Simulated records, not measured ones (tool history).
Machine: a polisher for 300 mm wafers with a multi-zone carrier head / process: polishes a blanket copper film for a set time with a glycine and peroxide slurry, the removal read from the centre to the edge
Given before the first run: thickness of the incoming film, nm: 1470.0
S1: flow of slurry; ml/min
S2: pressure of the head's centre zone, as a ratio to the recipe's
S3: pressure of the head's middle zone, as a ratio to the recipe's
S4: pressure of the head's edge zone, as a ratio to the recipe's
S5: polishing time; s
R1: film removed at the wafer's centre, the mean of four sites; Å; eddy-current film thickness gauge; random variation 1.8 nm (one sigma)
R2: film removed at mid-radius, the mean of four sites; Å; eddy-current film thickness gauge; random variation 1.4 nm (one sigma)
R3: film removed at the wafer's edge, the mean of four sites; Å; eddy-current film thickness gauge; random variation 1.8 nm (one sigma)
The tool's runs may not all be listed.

run,day,S1,S2,S3,S4,S5,R1,R2,R3
1,0.000,295,1.00,1.00,1.00,66,2339.0,2349.5,2378.6
2,0.300,295,1.00,0.96,1.00,66,2355.8,2244.9,2346.6
3,0.546,295,1.00,0.88,1.00,66,2296.8,2086.2,2380.9
4,0.867,295,0.98,0.88,0.97,59,2047.0,1881.2,2097.3
5,1.021,295,0.98,0.81,0.97,59,2024.7,1721.6,2158.3
6,1.083,295,0.96,0.83,0.95,54,1837.9,1618.7,1907.7
7,1.154,295,0.93,0.83,0.93,52,1655.6,1585.4,1847.7
8,1.225,295,0.93,0.84,0.91,49,1614.0,1469.7,1753.3
9,1.338,295,0.93,0.87,0.89,47,1556.9,1461.5,1664.7
10,1.604,295,0.93,0.89,0.87,46,1506.4,1468.4,1595.7

Run 11 comes next. What will it give?
11,1.967,295,0.93,0.89,0.86,45,?,?,?

Run 11 came out at R1 1471.3 Å, R2 1418.3 Å, R3 1586.3 Å.
